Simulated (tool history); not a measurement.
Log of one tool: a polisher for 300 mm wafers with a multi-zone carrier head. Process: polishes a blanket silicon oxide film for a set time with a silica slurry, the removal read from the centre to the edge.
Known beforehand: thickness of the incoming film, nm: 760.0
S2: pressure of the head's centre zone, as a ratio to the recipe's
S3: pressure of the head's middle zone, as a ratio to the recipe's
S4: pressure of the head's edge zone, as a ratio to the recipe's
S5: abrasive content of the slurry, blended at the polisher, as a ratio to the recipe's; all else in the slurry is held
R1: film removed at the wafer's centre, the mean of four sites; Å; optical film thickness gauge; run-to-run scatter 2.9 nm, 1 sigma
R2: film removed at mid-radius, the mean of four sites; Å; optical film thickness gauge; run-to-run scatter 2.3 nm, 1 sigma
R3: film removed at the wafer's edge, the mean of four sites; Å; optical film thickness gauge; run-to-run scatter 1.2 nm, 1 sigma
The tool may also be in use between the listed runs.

Run 1, hour 0.0: flow of slurry (ml/min) 140, S2 1.00, S3 1.00, S4 1.00, S5 1.00, polishing time (s) 41. Result: R1 1182.7 Å, R2 1247.4 Å, R3 1274.6 Å.
Run 2, hour 3.6: flow of slurry (ml/min) 140, S2 1.06, S3 1.00, S4 1.00, S5 1.00, polishing time (s) 41. Result: R1 1280.8 Å, R2 1293.5 Å, R3 1255.1 Å.
Run 3, hour 9.8: flow of slurry (ml/min) 140, S2 1.06, S3 1.04, S4 1.00, S5 1.00, polishing time (s) 41. Result: R1 1287.5 Å, R2 1304.4 Å, R3 1261.8 Å.
Run 4, hour 12.3: flow of slurry (ml/min) 150, S2 1.07, S3 1.06, S4 1.01, S5 1.05, polishing time (s) 41. Result: R1 1365.7 Å, R2 1396.0 Å, R3 1300.7 Å.
Run 5, hour 13.0: flow of slurry (ml/min) 150, S2 1.07, S3 1.06, S4 1.01, S5 1.05, polishing time (s) 37. Result: R1 1203.8 Å, R2 1244.4 Å, R3 1171.2 Å.
Run 6, hour 19.1: flow of slurry (ml/min) 150, S2 1.07, S3 1.06, S4 1.01, S5 0.95, polishing time (s) 37. Result: R1 1183.6 Å, R2 1170.4 Å, R3 1127.0 Å.
Run 7, hour 26.4: flow of slurry (ml/min) 160, S2 1.09, S3 1.05, S4 1.03, S5 1.05, polishing time (s) 38. Result: R1 1289.0 Å, R2 1278.1 Å, R3 1243.2 Å.
Run 8, hour 32.3: flow of slurry (ml/min) 165, S2 1.10, S3 1.05, S4 1.03, S5 1.10, polishing time (s) 39. Result: R1 1399.8 Å, R2 1344.1 Å, R3 1310.5 Å.
Run 9, hour 34.2: flow of slurry (ml/min) 170, S2 1.11, S3 1.07, S4 1.03, S5 1.15, polishing time (s) 39. Result: R1 1445.6 Å, R2 1424.9 Å, R3 1320.8 Å.
Run 10, hour 42.4: flow of slurry (ml/min) 175, S2 1.12, S3 1.08, S4 1.04, S5 1.20, polishing time (s) 39. Result: R1 1475.1 Å, R2 1442.3 Å, R3 1369.8 Å.
Run 11, hour 47.0: flow of slurry (ml/min) 180, S2 1.13, S3 1.09, S4 1.04, S5 1.25, polishing time (s) 40. Result: R1 1574.0 Å, R2 1540.1 Å, R3 1425.4 Å.
Run 12, hour 50.9: flow of slurry (ml/min) 185, S2 1.14, S3 1.10, S4 1.05, S5 1.30, polishing time (s) 40. Result: R1 1679.0 Å, R2 1554.6 Å, R3 1478.5 Å.
Run 13, hour 51.9: flow of slurry (ml/min) 190, S2 1.14, S3 1.11, S4 1.05, S5 1.35, polishing time (s) 41. Result: R1 1640.3 Å, R2 1633.4 Å, R3 1537.3 Å.
Run 14, hour 53.8: flow of slurry (ml/min) 195, S2 1.15, S3 1.11, S4 1.03, S5 1.35, polishing time (s) 42. Result: R1 1750.8 Å, R2 1727.9 Å, R3 1567.2 Å.
Run 15, hour 57.1: flow of slurry (ml/min) 200, S2 1.16, S3 1.11, S4 1.03, S5 1.35, polishing time (s) 42. Result: R1 1791.0 Å, R2 1704.5 Å, R3 1572.4 Å.
Run 16, hour 59.5: flow of slurry (ml/min) 200, S2 1.16, S3 1.12, S4 1.03, S5 1.35, polishing time (s) 42. Result: R1 1780.7 Å, R2 1749.7 Å, R3 1560.6 Å.

Run 17 comes next. What will it give?
Run 17, hour 62.4: flow of slurry (ml/min) 205, S2 1.16, S3 1.12, S4 1.03, S5 1.35, polishing time (s) 42. Result: R1 ?, R2 ?, R3 ?.

{"run 17": {"R1": 1800.8, "R2": 1723.5, "R3": 1574.2}}

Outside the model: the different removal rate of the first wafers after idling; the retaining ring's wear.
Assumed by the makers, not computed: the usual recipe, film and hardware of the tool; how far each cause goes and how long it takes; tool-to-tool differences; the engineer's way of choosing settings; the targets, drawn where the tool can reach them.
